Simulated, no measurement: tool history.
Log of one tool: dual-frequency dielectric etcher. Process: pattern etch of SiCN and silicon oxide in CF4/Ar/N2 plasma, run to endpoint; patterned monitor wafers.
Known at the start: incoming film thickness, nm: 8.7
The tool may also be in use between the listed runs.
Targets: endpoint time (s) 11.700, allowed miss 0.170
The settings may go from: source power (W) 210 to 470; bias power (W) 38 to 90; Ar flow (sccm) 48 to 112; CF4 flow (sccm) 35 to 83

Run 1, hour 0.0: source power (W) 340, bias power (W) 64, Ar flow (sccm) 80, CF4 flow (sccm) 59. Result: endpoint time (s) 12.252.
Run 2, hour 2.4: source power (W) 340, bias power (W) 68, Ar flow (sccm) 80, CF4 flow (sccm) 59. Result: endpoint time (s) 12.015.
Run 3, hour 3.8: source power (W) 340, bias power (W) 68, Ar flow (sccm) 80, CF4 flow (sccm) 63. Result: endpoint time (s) 11.927.
Run 4, hour 10.3: source power (W) 340, bias power (W) 58, Ar flow (sccm) 80, CF4 flow (sccm) 63. Result: endpoint time (s) 12.572.
At hour 18.8: source power generator calibrated.
Run 5, hour 18.8: source power (W) 340, bias power (W) 58, Ar flow (sccm) 80, CF4 flow (sccm) 57. Result: endpoint time (s) 13.196.
Run 6, hour 25.3: source power (W) 340, bias power (W) 58, Ar flow (sccm) 80, CF4 flow (sccm) 52. Result: endpoint time (s) 13.462.
Run 7, hour 29.4: source power (W) 350, bias power (W) 58, Ar flow (sccm) 80, CF4 flow (sccm) 52. Result: endpoint time (s) 12.923.
Run 8, hour 32.4: source power (W) 360, bias power (W) 58, Ar flow (sccm) 80, CF4 flow (sccm) 52. Result: endpoint time (s) 12.599.
Run 9, hour 33.8: source power (W) 370, bias power (W) 58, Ar flow (sccm) 80, CF4 flow (sccm) 52. Result: endpoint time (s) 12.126.
Run 10, hour 35.6: source power (W) 380, bias power (W) 58, Ar flow (sccm) 80, CF4 flow (sccm) 52. Result: endpoint time (s) 11.841.

Which of these 5 next moves meets every target?
Run A, hour 37.4: source power (W) 380, bias power (W) 56, Ar flow (sccm) 67, CF4 flow (sccm) 52. Result: endpoint time (s) ?.
Run B, hour 37.4: source power (W) 370, bias power (W) 63, Ar flow (sccm) 79, CF4 flow (sccm) 46. Result: endpoint time (s) ?.
Run C, hour 37.4: source power (W) 380, bias power (W) 54, Ar flow (sccm) 91, CF4 flow (sccm) 57. Result: endpoint time (s) ?.
Run D, hour 37.4: source power (W) 380, bias power (W) 52, Ar flow (sccm) 70, CF4 flow (sccm) 51. Result: endpoint time (s) ?.
Run E, hour 37.4: source power (W) 360, bias power (W) 67, Ar flow (sccm) 76, CF4 flow (sccm) 47. Result: endpoint time (s) ?.

move  endpoint time (s)
   A             11.719
   B             12.096
   C             12.168
   D             12.134
   E             12.063
A: meets every target
B: further off than the last run
C: further off than the last run
D: further off than the last run
E: further off than the last run
The right move is A.

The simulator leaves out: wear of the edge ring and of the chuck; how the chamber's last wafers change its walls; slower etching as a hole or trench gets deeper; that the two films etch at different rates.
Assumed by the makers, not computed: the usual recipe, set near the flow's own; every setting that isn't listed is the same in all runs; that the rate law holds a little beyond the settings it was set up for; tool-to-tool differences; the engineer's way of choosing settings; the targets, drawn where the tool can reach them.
